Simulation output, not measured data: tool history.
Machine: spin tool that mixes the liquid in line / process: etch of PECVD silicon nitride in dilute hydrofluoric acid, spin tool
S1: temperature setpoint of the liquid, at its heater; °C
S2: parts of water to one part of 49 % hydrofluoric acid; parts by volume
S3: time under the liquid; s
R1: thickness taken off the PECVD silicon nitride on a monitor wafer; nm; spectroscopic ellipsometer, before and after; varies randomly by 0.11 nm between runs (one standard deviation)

| run | hour | S1 | S2 | S3 | R1 |
|---|---|---|---|---|---|
| 1 | 0 | 25 | 165 | 275 | 6.4546 |
| 2 | 1.3 | 25 | 165 | 295 | 6.8578 |
| 3 | 7.8 | 22 | 165 | 295 | 5.6284 |
| 4 | 8.5 | 25 | 160 | 295 | 7.0878 |
| 5 | 12.3 | 27 | 150 | 295 | 8.6041 |
| 6 | 15.8 | 28.5 | 145 | 295 | 9.9634 |
| 7 | 18.3 | 29.5 | 145 | 295 | 10.403 |
| 8 | 27.1 | 30.5 | 140 | 295 | 11.433 |

Run 9 is up next; what results do you expect?
| 9 | 36.1 | 31 | 135 | 295 | ? |

{"run 9": {"R1": 12.109}}
